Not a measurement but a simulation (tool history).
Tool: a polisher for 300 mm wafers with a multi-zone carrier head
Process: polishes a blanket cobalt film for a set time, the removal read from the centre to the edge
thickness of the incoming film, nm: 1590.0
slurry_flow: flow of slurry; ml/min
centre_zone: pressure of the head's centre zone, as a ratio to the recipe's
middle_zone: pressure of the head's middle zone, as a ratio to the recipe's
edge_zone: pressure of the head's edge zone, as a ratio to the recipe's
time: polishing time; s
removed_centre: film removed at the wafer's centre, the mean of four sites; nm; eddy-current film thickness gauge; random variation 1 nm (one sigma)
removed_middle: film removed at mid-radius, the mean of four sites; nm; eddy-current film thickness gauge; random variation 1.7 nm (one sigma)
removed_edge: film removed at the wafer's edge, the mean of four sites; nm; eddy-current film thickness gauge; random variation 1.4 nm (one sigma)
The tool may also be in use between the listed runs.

run	hour	slurry_flow	centre_zone	middle_zone	edge_zone	time	removed_centre	removed_middle	removed_edge
1	0.0	285	1.00	1.00	1.00	32	132.61	132.77	130.67
2	6.2	285	1.00	1.00	1.06	32	131.95	133.39	138.83
3	14.8	250	1.00	1.00	1.06	32	130.58	131.76	134.69
4	18.7	245	0.97	0.99	1.04	31	124.42	124.57	127.90
5	19.3	210	0.97	0.99	1.04	31	116.79	125.53	129.12
# hour 25.7: slurry nozzle cleaned
6	25.7	210	0.95	0.99	1.01	31	123.74	125.12	128.37
7	30.5	205	0.95	1.01	1.02	30	115.31	127.06	126.82
8	37.9	205	0.94	1.01	1.01	29	111.07	120.49	118.31
9	45.5	205	0.93	1.01	1.01	29	112.09	120.61	120.78

Run 10 comes next. What will it give?
10	48.0	200	0.93	1.02	1.01	28	?	?	?

Run 10 gave removed_centre 106.65 nm, removed_middle 118.93 nm, removed_edge 115.63 nm.
